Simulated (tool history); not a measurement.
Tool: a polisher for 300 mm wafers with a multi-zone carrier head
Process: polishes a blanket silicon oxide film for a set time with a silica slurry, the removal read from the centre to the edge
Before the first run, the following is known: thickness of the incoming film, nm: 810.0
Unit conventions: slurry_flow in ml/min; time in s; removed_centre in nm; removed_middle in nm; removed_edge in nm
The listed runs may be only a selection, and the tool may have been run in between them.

run,hour,slurry_flow,centre_zone,middle_zone,edge_zone,slurry_solids,time,removed_centre,removed_middle,removed_edge
1,0.0,290,1.00,1.00,1.00,1.00,69,275.06,250.47,246.26
2,8.6,290,1.00,1.00,1.05,1.00,69,272.91,248.63,254.68
3,9.8,285,0.98,1.01,1.05,0.95,67,252.81,233.17,241.19
4,18.7,285,0.98,1.01,0.99,0.95,67,254.07,237.52,238.32
5,24.0,285,0.90,1.01,0.99,0.95,67,235.47,238.29,232.13
6,31.8,280,0.89,1.02,1.00,0.90,65,219.74,223.79,220.72
# hour 35.9: centre zone pressure recalibrated
7,35.9,275,0.88,1.03,1.01,0.85,64,185.66,213.55,214.92
8,41.5,280,0.88,1.02,0.99,0.80,63,177.32,203.04,201.93
9,42.1,280,0.88,1.01,0.97,0.75,63,169.73,193.83,191.40
10,50.8,240,0.81,0.92,0.87,0.55,63,123.82,145.89,146.92

Run 11, settings as shown, results not yet in. Your forecast:
11,53.6,250,0.81,0.92,0.87,0.55,63,?,?,?

{"run 11": {"removed_centre": 124.1, "removed_middle": 146.49, "removed_edge": 147.18}}
